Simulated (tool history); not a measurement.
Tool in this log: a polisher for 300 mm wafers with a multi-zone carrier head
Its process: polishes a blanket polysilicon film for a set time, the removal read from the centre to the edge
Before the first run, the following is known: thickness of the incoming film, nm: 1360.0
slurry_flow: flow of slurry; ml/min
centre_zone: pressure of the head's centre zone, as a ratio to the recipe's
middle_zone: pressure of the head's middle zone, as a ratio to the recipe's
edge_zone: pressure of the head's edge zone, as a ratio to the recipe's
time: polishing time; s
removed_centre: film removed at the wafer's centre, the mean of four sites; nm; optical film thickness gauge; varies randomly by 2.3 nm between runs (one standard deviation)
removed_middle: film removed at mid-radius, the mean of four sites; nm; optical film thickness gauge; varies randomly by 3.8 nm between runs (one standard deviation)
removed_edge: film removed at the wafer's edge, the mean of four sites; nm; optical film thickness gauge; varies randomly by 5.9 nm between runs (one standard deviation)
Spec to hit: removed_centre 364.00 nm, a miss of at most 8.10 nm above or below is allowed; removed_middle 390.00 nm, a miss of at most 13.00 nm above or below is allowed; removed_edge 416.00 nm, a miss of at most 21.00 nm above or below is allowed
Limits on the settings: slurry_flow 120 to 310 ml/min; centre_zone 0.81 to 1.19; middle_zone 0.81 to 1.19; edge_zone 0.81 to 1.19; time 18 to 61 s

run  hour  slurry_flow  centre_zone  middle_zone  edge_zone  time  removed_centre  removed_middle  removed_edge
  1   0.0          200         1.00         1.00       1.00    39          458.81          459.13        470.33
  2   6.7          185         0.95         0.97       0.97    38          425.35          430.78        443.44
  3  11.4          185         1.02         0.97       0.97    38          448.42          430.31        459.84
  4  13.8          185         0.97         0.97       0.97    38          425.15          422.59        450.01
  5  21.7          170         0.93         0.97       0.96    38          400.10          429.27        431.93
  6  28.0          155         0.92         0.95       0.97    38          396.72          412.30        441.26
  7  30.2          150         0.90         0.94       0.95    38          385.21          412.95        438.51
  8  37.5          150         0.89         0.93       0.93    38          380.70          411.25        431.75
  9  42.9          150         0.89         0.93       0.93    38          380.48          407.48        432.53
 10  51.0          145         0.89         0.92       0.92    38          381.07          396.39        428.33

Pick the move, out of 4, that brings all results within their allowed miss; only one does.
  A  59.1          140         0.86         1.01       0.89    38               ?               ?             ?
  B  59.1          140         0.87         0.91       0.92    38               ?               ?             ?
  C  59.1          125         0.81         0.97       1.00    40               ?               ?             ?
  D  59.1          120         0.81         0.95       1.00    40               ?               ?             ?

move  removed_centre  removed_middle  removed_edge
   A          362.44          425.35        417.83
   B          366.43          389.71        424.30
   C          351.86          425.13        456.97
   D          349.15          414.98        454.93
A: the worst result of the last run now meets its target, but another is out of spec
B: hits every target within its allowed miss
C: the result that was furthest off in the last run now lies on the other side of its target
D: the result that was furthest off in the last run now lies on the other side of its target
Move B is the one to make.

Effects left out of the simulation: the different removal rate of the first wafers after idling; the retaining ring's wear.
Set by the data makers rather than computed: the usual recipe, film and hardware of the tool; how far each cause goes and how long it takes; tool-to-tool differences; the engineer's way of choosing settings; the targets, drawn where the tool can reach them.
